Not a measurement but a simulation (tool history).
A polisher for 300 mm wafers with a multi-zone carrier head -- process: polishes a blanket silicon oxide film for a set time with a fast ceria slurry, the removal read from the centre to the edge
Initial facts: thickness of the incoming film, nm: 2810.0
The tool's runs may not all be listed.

| run | hour | flow of slurry (ml/min) | pressure of the head's centre zone | pressure of the head's middle zone | pressure of the head's edge zone | polishing time (s) | film removed at the wafer's centre (nm) | film removed at mid-radius (nm) | film removed at the wafer's edge (nm) |
|---|---|---|---|---|---|---|---|---|---|
| 1 | 0.0 | 260 | 1.00 | 1.00 | 1.00 | 73 | 869.41 | 824.05 | 875.57 |
| 2 | 2.5 | 250 | 0.96 | 1.05 | 0.95 | 72 | 815.53 | 872.35 | 836.57 |
| 3 | 10.6 | 295 | 0.96 | 1.05 | 0.95 | 72 | 823.10 | 879.21 | 843.70 |
| 4 | 11.3 | 295 | 0.96 | 1.05 | 0.92 | 72 | 808.19 | 861.09 | 840.80 |
| 5 | 19.5 | 295 | 0.96 | 1.05 | 0.86 | 72 | 819.15 | 876.47 | 814.70 |
| 6 | 24.4 | 290 | 0.93 | 1.06 | 0.84 | 71 | 801.95 | 881.97 | 783.54 |
| 7 | 31.1 | 295 | 0.89 | 1.06 | 0.85 | 70 | 744.59 | 847.43 | 790.85 |

The next listed run, before its measurement:
|  | 36.7 | edge zone pressure recalibrated |
| 8 | 36.7 | 290 | 0.88 | 1.08 | 0.84 | 70 | ? | ? | ? |

{"run 8": {"film removed at the wafer's centre (nm)": 750.32, "film removed at mid-radius (nm)": 869.35, "film removed at the wafer's edge (nm)": 741.06}}
